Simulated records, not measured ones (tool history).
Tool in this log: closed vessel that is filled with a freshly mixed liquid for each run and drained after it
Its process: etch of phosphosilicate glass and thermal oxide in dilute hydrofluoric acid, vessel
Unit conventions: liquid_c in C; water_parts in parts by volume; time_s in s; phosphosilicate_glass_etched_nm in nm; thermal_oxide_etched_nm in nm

run,hour,liquid_c,water_parts,time_s,phosphosilicate_glass_etched_nm,thermal_oxide_etched_nm
1,0,21,260,60,19.342,0.78118
2,8.2,21,315,60,15.558,0.64032
3,12.1,21,315,85,21.729,0.90154
4,19.3,20,335,85,19.108,0.76439
5,26.4,19.5,350,85,17.895,0.78194
6,34.4,19.5,365,85,16.689,0.73582

Run 7, settings as shown, results not yet in. Your forecast:
7,37.8,19.5,375,85,?,?

phosphosilicate_glass_etched_nm: 16.464 nm
thermal_oxide_etched_nm: 0.66268 nm

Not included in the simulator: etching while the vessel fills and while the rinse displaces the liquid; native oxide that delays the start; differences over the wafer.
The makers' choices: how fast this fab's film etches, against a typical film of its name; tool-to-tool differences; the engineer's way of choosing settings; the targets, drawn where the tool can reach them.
